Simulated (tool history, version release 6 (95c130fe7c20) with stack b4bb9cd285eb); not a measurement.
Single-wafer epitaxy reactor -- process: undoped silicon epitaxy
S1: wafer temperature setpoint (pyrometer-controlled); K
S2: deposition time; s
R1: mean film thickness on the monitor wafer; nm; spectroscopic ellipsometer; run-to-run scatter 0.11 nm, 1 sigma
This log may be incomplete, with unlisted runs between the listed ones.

run 1 hour=0 | S1=918.15 S2=206 | R1=33.14
run 2 hour=3.4 | S1=920.15 S2=206 | R1=34.536
run 3 hour=12 | S1=927.15 S2=206 | R1=40.982
run 4 hour=16.4 | S1=926.15 S2=206 | R1=40.21
run 5 hour=24.4 | S1=925.15 S2=206 | R1=39.209
run 6 hour=31.8 | S1=933.15 S2=206 | R1=47.746
run 7 hour=37.3 | S1=922.15 S2=205 | R1=36.423

What does the tool deliver on the next run?
run 8 hour=40 | S1=923.15 S2=205 | R1=?

{"run 8": {"R1": 37.28}}
